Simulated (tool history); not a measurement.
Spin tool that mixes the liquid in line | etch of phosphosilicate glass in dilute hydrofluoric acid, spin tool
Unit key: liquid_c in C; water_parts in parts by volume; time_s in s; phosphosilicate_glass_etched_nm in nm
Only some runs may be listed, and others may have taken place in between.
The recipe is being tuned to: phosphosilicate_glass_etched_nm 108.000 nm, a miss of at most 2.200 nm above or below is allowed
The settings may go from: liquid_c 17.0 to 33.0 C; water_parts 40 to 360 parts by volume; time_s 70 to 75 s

run	hour	liquid_c	water_parts	time_s	phosphosilicate_glass_etched_nm
1	0.0	25.0	200	70	34.849
2	4.1	28.0	200	70	38.927
3	12.4	28.0	170	70	47.481
4	17.4	28.0	225	70	33.600
5	22.1	28.0	155	70	53.080
6	27.6	25.5	155	70	48.250
7	28.8	27.5	130	70	63.849
8	33.8	29.0	120	70	73.283
9	35.6	30.0	110	70	86.291
10	36.2	31.0	110	70	88.314
11	40.0	31.5	105	70	95.247
12	48.2	32.0	105	70	96.380
13	50.6	32.5	105	70	98.707
14	57.4	32.5	100	70	105.020

Pick the move, out of 5, that brings all results within their allowed miss; only one does.
A	64.2	32.0	110	75	?
B	64.2	31.0	105	75	?
C	64.2	33.0	105	75	?
D	64.2	33.0	105	70	?
E	64.2	32.0	100	70	?

move	phosphosilicate_glass_etched_nm
A	98.300
B	99.987
C	107.590
D	100.420
E	102.410
A: further off than the last run
B: further off than the last run
C: all results in spec
D: further off than the last run
E: further off than the last run
So the answer is move C, the one that meets all the targets.
